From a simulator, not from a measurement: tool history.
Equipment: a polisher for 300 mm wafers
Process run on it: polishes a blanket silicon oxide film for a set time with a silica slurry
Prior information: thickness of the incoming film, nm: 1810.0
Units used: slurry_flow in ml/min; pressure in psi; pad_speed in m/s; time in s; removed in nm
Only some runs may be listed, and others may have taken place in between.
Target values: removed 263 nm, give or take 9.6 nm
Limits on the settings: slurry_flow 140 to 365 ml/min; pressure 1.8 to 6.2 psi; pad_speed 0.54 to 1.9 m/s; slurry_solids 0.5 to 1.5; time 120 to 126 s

{"run": 1, "hour": 0.0, "slurry_flow": 235, "pressure": 4, "pad_speed": 1.22, "slurry_solids": 1, "time": 120, "removed": 299.87}
{"run": 2, "hour": 7.0, "slurry_flow": 235, "pressure": 4, "pad_speed": 1.22, "slurry_solids": 0.9, "time": 120, "removed": 290.87}
{"run": 3, "hour": 11.3, "slurry_flow": 235, "pressure": 4, "pad_speed": 1.22, "slurry_solids": 1, "time": 120, "removed": 298.13}
{"run": 4, "hour": 20.3, "slurry_flow": 195, "pressure": 4, "pad_speed": 1.22, "slurry_solids": 1, "time": 120, "removed": 291.23}
{"hour": 24.1, "done": "head pressure recalibrated"}
{"run": 5, "hour": 24.1, "slurry_flow": 195, "pressure": 5, "pad_speed": 1.22, "slurry_solids": 1, "time": 120, "removed": 402.79}
{"run": 6, "hour": 26.9, "slurry_flow": 195, "pressure": 4.6, "pad_speed": 1.22, "slurry_solids": 1, "time": 120, "removed": 370.86}
{"run": 7, "hour": 34.1, "slurry_flow": 195, "pressure": 4.3, "pad_speed": 1.22, "slurry_solids": 1, "time": 120, "removed": 343.33}
{"run": 8, "hour": 36.4, "slurry_flow": 220, "pressure": 4.1, "pad_speed": 1.22, "slurry_solids": 1, "time": 120, "removed": 339.49}
{"run": 9, "hour": 40.8, "slurry_flow": 215, "pressure": 3.8, "pad_speed": 1.22, "slurry_solids": 1, "time": 120, "removed": 309.02}
{"run": 10, "hour": 41.5, "slurry_flow": 225, "pressure": 3.6, "pad_speed": 1.22, "slurry_solids": 1, "time": 120, "removed": 297.98}

Which of these 5 next moves meets every target?
{"run": "A", "hour": 42.2, "slurry_flow": 140, "pressure": 3, "pad_speed": 1.32, "slurry_solids": 1.1, "time": 125, "removed": "?"}
{"run": "B", "hour": 42.2, "slurry_flow": 245, "pressure": 3.1, "pad_speed": 1.14, "slurry_solids": 0.95, "time": 120, "removed": "?"}
{"run": "C", "hour": 42.2, "slurry_flow": 165, "pressure": 4, "pad_speed": 0.62, "slurry_solids": 1, "time": 123, "removed": "?"}
{"run": "D", "hour": 42.2, "slurry_flow": 215, "pressure": 3.2, "pad_speed": 0.9, "slurry_solids": 1.1, "time": 121, "removed": "?"}
{"run": "E", "hour": 42.2, "slurry_flow": 220, "pressure": 3.4, "pad_speed": 1.36, "slurry_solids": 1.25, "time": 125, "removed": "?"}

move=A removed=258.09
move=B removed=243.22
move=C removed=240.92
move=D removed=240.82
move=E removed=338.93
A: each result inside its tolerance
B: the result that was furthest off in the last run now lies on the other side of its target
C: the result that was furthest off in the last run now lies on the other side of its target
D: the result that was furthest off in the last run now lies on the other side of its target
E: lands further from the targets than the last run did
The right move is A.

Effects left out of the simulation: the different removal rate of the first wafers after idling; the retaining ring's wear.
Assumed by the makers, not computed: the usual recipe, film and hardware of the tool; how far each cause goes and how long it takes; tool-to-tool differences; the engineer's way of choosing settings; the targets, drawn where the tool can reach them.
